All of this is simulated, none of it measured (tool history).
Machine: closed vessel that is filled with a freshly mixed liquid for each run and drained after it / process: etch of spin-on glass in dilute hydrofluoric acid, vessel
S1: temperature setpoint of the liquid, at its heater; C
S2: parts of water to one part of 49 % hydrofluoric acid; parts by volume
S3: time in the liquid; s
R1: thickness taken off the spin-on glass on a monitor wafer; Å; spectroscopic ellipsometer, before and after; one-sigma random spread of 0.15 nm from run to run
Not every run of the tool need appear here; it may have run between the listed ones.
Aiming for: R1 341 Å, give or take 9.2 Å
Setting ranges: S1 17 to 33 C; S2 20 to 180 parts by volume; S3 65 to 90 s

{"run": 1, "hour": 0.0, "S1": 25, "S2": 100, "S3": 90, "R1": 236.78}
{"run": 2, "hour": 3.7, "S1": 25, "S2": 100, "S3": 65, "R1": 169.69}
{"run": 3, "hour": 8.8, "S1": 26.5, "S2": 100, "S3": 65, "R1": 180.64}
{"run": 4, "hour": 15.6, "S1": 27, "S2": 85, "S3": 65, "R1": 222.57}
{"run": 5, "hour": 23.9, "S1": 27, "S2": 85, "S3": 65, "R1": 220.49}
{"run": 6, "hour": 27.9, "S1": 29, "S2": 85, "S3": 65, "R1": 239.97}
{"run": 7, "hour": 36.0, "S1": 30, "S2": 80, "S3": 65, "R1": 266.22}
{"run": 8, "hour": 39.6, "S1": 30, "S2": 80, "S3": 65, "R1": 263.24}
{"run": 9, "hour": 42.7, "S1": 33, "S2": 65, "S3": 65, "R1": 377.52}
{"run": 10, "hour": 47.1, "S1": 32.5, "S2": 65, "S3": 65, "R1": 369.25}
{"run": 11, "hour": 50.8, "S1": 32.5, "S2": 65, "S3": 65, "R1": 370.33}
{"run": 12, "hour": 53.3, "S1": 32, "S2": 65, "S3": 65, "R1": 359.05}

Exercise: of the 4 proposed moves below, exactly one satisfies all targets within the stated allowed misses. Which move is it?
{"run": "A", "hour": 55.8, "S1": 32, "S2": 75, "S3": 80, "R1": "?"}
{"run": "B", "hour": 55.8, "S1": 31.5, "S2": 75, "S3": 80, "R1": "?"}
{"run": "C", "hour": 55.8, "S1": 31.5, "S2": 60, "S3": 65, "R1": "?"}
{"run": "D", "hour": 55.8, "S1": 30.5, "S2": 65, "S3": 65, "R1": "?"}

move=A R1=377.33
move=B R1=370.27
move=C R1=384.89
move=D R1=339.25
A: its largest miss is bigger than the last run's
B: its largest miss is bigger than the last run's
C: its largest miss is bigger than the last run's
D: meets every target
The move that meets every target is D.
